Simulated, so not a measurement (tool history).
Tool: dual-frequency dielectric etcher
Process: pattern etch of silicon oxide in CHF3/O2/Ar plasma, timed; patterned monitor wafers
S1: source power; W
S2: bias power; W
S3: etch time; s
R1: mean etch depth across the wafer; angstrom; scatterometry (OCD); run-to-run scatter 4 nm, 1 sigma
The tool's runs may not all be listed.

run	hour	S1	S2	S3	R1
1	0	550	123	637.5	9837.9
2	3.9	590	123	637.5	10035
3	6.5	590	135	637.5	10379
4	9.3	540	135	637.5	10129
5	16.9	540	135	666.5	10589
6	19.3	540	135	637.5	10103
7	27.4	650	153	646	11356
8	30.8	660	154	646.5	11380

Run 9 comes next. What will it give?
9	37.3	670	155	647	?

Run 9 yielded R1 11481 angstrom.
